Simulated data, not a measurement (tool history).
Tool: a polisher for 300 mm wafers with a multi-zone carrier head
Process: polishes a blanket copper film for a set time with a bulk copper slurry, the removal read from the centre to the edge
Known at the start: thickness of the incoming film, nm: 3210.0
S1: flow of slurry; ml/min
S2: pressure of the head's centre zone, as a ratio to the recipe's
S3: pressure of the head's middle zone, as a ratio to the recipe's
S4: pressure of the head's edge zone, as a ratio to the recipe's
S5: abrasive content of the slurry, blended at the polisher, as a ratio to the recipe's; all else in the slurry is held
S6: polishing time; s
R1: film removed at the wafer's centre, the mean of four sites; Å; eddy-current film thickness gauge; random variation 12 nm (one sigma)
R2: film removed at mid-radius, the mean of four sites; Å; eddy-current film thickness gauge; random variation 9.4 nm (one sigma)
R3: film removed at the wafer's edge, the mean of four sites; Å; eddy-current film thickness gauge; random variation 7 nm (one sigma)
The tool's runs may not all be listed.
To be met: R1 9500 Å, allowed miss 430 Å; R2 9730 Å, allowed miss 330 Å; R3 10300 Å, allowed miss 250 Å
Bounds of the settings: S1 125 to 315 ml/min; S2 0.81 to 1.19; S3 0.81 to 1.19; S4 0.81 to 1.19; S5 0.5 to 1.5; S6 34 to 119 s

run 1 hour=0 | S1=205 S2=1 S3=1 S4=1 S5=1 S6=76 | R1=8380.5 R2=7507.8 R3=7923.1
run 2 hour=3.2 | S1=215 S2=0.98 S3=1.03 S4=1.05 S5=1.15 S6=77 | R1=8709.9 R2=8260.9 R3=8425.1
run 3 hour=11.4 | S1=215 S2=0.98 S3=1.03 S4=1.09 S5=1.15 S6=77 | R1=8724.2 R2=8267.9 R3=8674.8
run 4 hour=18.1 | S1=215 S2=0.98 S3=1.03 S4=1.14 S5=1.15 S6=77 | R1=8409.5 R2=8298.6 R3=8911.6
run 5 hour=22.7 | S1=225 S2=0.97 S3=1.03 S4=1.16 S5=1.25 S6=78 | R1=8855.8 R2=8559.9 R3=9270.5
run 6 hour=31 | S1=225 S2=0.93 S3=1.03 S4=1.16 S5=1.25 S6=78 | R1=8497 R2=8592.8 R3=9237.5
run 7 hour=33.9 | S1=230 S2=0.93 S3=1.04 S4=1.17 S5=1.3 S6=79 | R1=9035 R2=8913.9 R3=9503.3
run 8 hour=41.1 | S1=230 S2=0.93 S3=1.04 S4=1.17 S5=1.3 S6=79 | R1=8905.1 R2=8913.2 R3=9650.7
run 9 hour=47.3 | S1=240 S2=0.92 S3=1.05 S4=1.18 S5=1.35 S6=79 | R1=8836.6 R2=9041.7 R3=9722
run 10 hour=55.7 | S1=245 S2=0.92 S3=1.06 S4=1.18 S5=1.4 S6=79 | R1=8981.6 R2=9266.8 R3=9789.1
run 11 hour=56.7 | S1=250 S2=0.92 S3=1.06 S4=1.18 S5=1.45 S6=80 | R1=9196.8 R2=9482.6 R3=10006
run 12 hour=58.6 | S1=255 S2=0.92 S3=1.06 S4=1.18 S5=1.45 S6=80 | R1=9412.7 R2=9287.2 R3=9978.7

Which of these 5 next moves meets every target?
run A hour=60.5 | S1=275 S2=0.95 S3=1.1 S4=1.14 S5=1.35 S6=81 | R1=? R2=? R3=?
run B hour=60.5 | S1=205 S2=0.85 S3=1.09 S4=1.19 S5=1.45 S6=83 | R1=? R2=? R3=?
run C hour=60.5 | S1=220 S2=0.92 S3=1.07 S4=1.16 S5=1.5 S6=84 | R1=? R2=? R3=?
run D hour=60.5 | S1=260 S2=0.99 S3=1.19 S4=1.09 S5=1.45 S6=77 | R1=? R2=? R3=?
run E hour=60.5 | S1=295 S2=1.04 S3=1.02 S4=1.04 S5=1.5 S6=78 | R1=? R2=? R3=?

move=A R1=9490.3 R2=9661.9 R3=9816.2
move=B R1=8653.8 R2=9607.6 R3=10144
move=C R1=9501.2 R2=9756.5 R3=10284
move=D R1=9404.8 R2=9829.6 R3=9202.4
move=E R1=10132 R2=9055.5 R3=9285.9
A: brings the result that was furthest off to its target, and leaves another outside
B: brings the result that was furthest off to its target, and leaves another outside
C: meets every target
D: brings the result that was furthest off to its target, and leaves another outside
E: further off than the last run
Move C is the one to make.
